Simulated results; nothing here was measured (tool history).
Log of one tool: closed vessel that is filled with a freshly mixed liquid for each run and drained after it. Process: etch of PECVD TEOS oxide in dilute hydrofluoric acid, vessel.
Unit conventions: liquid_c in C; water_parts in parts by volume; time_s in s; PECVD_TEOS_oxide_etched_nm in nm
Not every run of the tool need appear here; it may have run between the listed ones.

Run 1, day 0.000: liquid_c 25.0 C, water_parts 50 parts by volume, time_s 85 s. Result: PECVD_TEOS_oxide_etched_nm 32.418 nm.
Run 2, day 0.375: liquid_c 26.5 C, water_parts 50 parts by volume, time_s 85 s. Result: PECVD_TEOS_oxide_etched_nm 34.141 nm.
Run 3, day 0.558: liquid_c 26.5 C, water_parts 50 parts by volume, time_s 85 s. Result: PECVD_TEOS_oxide_etched_nm 34.414 nm.
Run 4, day 0.717: liquid_c 27.5 C, water_parts 50 parts by volume, time_s 85 s. Result: PECVD_TEOS_oxide_etched_nm 36.103 nm.
Run 5, day 0.796: liquid_c 27.5 C, water_parts 50 parts by volume, time_s 65 s. Result: PECVD_TEOS_oxide_etched_nm 27.652 nm.
Run 6, day 1.054: liquid_c 28.5 C, water_parts 45 parts by volume, time_s 65 s. Result: PECVD_TEOS_oxide_etched_nm 31.991 nm.
Run 7, day 1.129: liquid_c 28.5 C, water_parts 45 parts by volume, time_s 65 s. Result: PECVD_TEOS_oxide_etched_nm 31.667 nm.

Forecast run 8:
Run 8, day 1.217: liquid_c 29.5 C, water_parts 40 parts by volume, time_s 65 s. Result: PECVD_TEOS_oxide_etched_nm ?.

PECVD_TEOS_oxide_etched_nm: 37.320 nm
